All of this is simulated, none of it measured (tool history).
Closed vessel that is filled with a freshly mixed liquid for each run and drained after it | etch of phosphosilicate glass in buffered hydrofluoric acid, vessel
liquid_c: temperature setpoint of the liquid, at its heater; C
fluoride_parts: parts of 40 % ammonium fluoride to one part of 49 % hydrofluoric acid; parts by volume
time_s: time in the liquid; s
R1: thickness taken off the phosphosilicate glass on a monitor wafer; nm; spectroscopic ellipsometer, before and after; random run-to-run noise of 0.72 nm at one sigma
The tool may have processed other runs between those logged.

{"run": 1, "hour": 0.0, "liquid_c": 21, "fluoride_parts": 9.5, "time_s": 100, "R1": 281.76}
{"run": 2, "hour": 7.9, "liquid_c": 19.5, "fluoride_parts": 11, "time_s": 100, "R1": 227.57}
{"run": 3, "hour": 11.7, "liquid_c": 18.5, "fluoride_parts": 12, "time_s": 100, "R1": 198.89}
{"run": 4, "hour": 12.3, "liquid_c": 18.5, "fluoride_parts": 12, "time_s": 105, "R1": 206.25}
{"run": 5, "hour": 15.8, "liquid_c": 18.5, "fluoride_parts": 12, "time_s": 105, "R1": 207.21}
{"run": 6, "hour": 21.8, "liquid_c": 18.5, "fluoride_parts": 12, "time_s": 105, "R1": 207.62}
{"run": 7, "hour": 23.1, "liquid_c": 18.5, "fluoride_parts": 12, "time_s": 105, "R1": 209.77}
{"run": 8, "hour": 29.6, "liquid_c": 18, "fluoride_parts": 13, "time_s": 105, "R1": 187.75}

Predict the results of run 9:
{"run": 9, "hour": 36.0, "liquid_c": 17.5, "fluoride_parts": 13.5, "time_s": 105, "R1": "?"}

{"run 9": {"R1": 176.17}}

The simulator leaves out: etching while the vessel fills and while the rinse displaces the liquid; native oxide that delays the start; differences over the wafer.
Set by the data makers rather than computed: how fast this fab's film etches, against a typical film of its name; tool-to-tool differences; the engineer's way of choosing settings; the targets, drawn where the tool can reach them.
